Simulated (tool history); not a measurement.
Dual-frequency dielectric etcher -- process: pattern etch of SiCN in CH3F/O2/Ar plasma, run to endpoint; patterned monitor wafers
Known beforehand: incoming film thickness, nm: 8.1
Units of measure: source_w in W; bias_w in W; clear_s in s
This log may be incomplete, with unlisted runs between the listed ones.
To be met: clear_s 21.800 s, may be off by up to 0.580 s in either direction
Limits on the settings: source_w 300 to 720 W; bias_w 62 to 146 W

{"run": 1, "hour": 0.0, "source_w": 510, "bias_w": 104, "clear_s": 18.072}
{"run": 2, "hour": 7.0, "source_w": 510, "bias_w": 114, "clear_s": 17.413}
{"run": 3, "hour": 13.4, "source_w": 460, "bias_w": 114, "clear_s": 18.563}
{"run": 4, "hour": 19.1, "source_w": 460, "bias_w": 132, "clear_s": 17.101}
{"run": 5, "hour": 27.4, "source_w": 420, "bias_w": 126, "clear_s": 18.641}
{"run": 6, "hour": 33.1, "source_w": 380, "bias_w": 126, "clear_s": 19.966}
{"run": 7, "hour": 41.9, "source_w": 370, "bias_w": 126, "clear_s": 20.056}
{"run": 8, "hour": 44.6, "source_w": 360, "bias_w": 126, "clear_s": 21.056}

Exercise: of the 4 proposed moves below, exactly one satisfies all targets within the stated allowed misses. Which move is it?
{"run": "A", "hour": 47.3, "source_w": 340, "bias_w": 125, "clear_s": "?"}
{"run": "B", "hour": 47.3, "source_w": 330, "bias_w": 121, "clear_s": "?"}
{"run": "C", "hour": 47.3, "source_w": 320, "bias_w": 129, "clear_s": "?"}
{"run": "D", "hour": 47.3, "source_w": 380, "bias_w": 125, "clear_s": "?"}

move=A clear_s=22.119
move=B clear_s=23.033
move=C clear_s=22.946
move=D clear_s=20.302
A: meets every target
B: takes the result that was furthest off past its target
C: takes the result that was furthest off past its target
D: further off than the last run
A meets every target.
